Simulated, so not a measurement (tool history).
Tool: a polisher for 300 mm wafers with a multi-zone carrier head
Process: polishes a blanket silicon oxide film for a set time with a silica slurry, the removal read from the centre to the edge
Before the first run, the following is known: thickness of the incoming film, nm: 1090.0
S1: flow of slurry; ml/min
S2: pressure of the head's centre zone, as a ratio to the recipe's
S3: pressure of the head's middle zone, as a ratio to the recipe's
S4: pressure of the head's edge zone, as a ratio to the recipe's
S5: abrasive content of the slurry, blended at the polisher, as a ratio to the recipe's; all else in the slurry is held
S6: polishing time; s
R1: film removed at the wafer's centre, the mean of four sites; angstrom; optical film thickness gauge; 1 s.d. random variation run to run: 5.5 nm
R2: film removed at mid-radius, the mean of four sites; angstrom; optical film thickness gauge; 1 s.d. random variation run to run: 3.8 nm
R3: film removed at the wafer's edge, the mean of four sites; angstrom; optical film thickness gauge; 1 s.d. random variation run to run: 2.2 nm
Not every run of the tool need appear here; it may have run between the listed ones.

run	day	S1	S2	S3	S4	S5	S6	R1	R2	R3
1	0.000	265	1.00	1.00	1.00	1.00	82	2622.8	2601.9	2666.2
2	0.354	270	1.01	1.02	1.02	1.05	82	2708.9	2686.2	2741.8
3	0.638	270	1.04	1.02	1.02	1.05	82	2789.9	2705.1	2777.1
4	0.846	275	1.05	1.04	1.04	1.10	82	2861.7	2839.4	2829.4
5	1.200	275	1.09	1.04	1.04	1.10	82	2902.3	2817.4	2822.5
6	1.350	275	1.09	1.04	0.98	1.10	82	2906.2	2798.6	2757.6
7	1.479	315	1.13	1.10	1.08	1.35	85	3570.7	3341.8	3336.7
8	1.608	315	1.13	1.11	1.09	1.35	85	3619.0	3395.9	3354.1
9	1.954	315	1.13	1.12	1.10	1.35	85	3636.3	3394.4	3354.1
10	2.067	315	1.12	1.13	1.11	1.35	85	3543.0	3533.2	3360.6

What does the tool deliver on the next run?
11	2.383	315	1.12	1.13	1.12	1.35	85	?	?	?

Run 11 yielded R1 3600.5 angstrom, R2 3474.3 angstrom, R3 3340.4 angstrom.
